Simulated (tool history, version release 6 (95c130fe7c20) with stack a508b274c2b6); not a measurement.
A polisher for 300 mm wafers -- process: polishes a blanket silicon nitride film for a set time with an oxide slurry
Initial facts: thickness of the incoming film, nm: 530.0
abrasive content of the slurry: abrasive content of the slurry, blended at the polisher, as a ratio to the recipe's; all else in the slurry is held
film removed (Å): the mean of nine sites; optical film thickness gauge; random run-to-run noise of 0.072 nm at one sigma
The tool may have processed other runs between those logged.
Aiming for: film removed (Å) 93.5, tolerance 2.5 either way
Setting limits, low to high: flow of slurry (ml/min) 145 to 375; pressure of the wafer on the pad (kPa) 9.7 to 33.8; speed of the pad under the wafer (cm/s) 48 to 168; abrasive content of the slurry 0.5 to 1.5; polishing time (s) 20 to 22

run	hour	flow of slurry (ml/min)	pressure of the wafer on the pad (kPa)	speed of the pad under the wafer (cm/s)	abrasive content of the slurry	polishing time (s)	film removed (Å)
1	0	240	21.4	108	1	22	139.07
2	8.4	240	21.4	108	1.15	22	144.89
3	14.1	240	21.4	108	1.35	22	151.61
4	20.8	235	18.6	108	1.35	22	130.22
5	26.1	230	17.2	108	1.35	22	121
6	27.9	205	17.2	108	1.35	22	117.77
7	36	195	16.5	108	1.35	22	115.07
8	38.4	195	15.2	108	1.35	22	102.91
9	42.4	195	15.2	108	1.35	22	104.46
10	43.2	190	14.5	108	1.35	22	99.452

Of the 4 settings listed for the next run, only one would bring every result within its allowed miss of target. Which one?
A	44	230	15.9	114	1.35	20	?
B	44	155	15.2	116	1.5	22	?
C	44	210	15.9	98	1.45	22	?
D	44	145	19.3	88	1.25	20	?

move	film removed (Å)
A	106.83
B	110.21
C	104.88
D	95.042
A: the biggest miss grows against the last run
B: the biggest miss grows against the last run
C: the biggest miss grows against the last run
D: hits every target within its allowed miss
Move D is the one to make.

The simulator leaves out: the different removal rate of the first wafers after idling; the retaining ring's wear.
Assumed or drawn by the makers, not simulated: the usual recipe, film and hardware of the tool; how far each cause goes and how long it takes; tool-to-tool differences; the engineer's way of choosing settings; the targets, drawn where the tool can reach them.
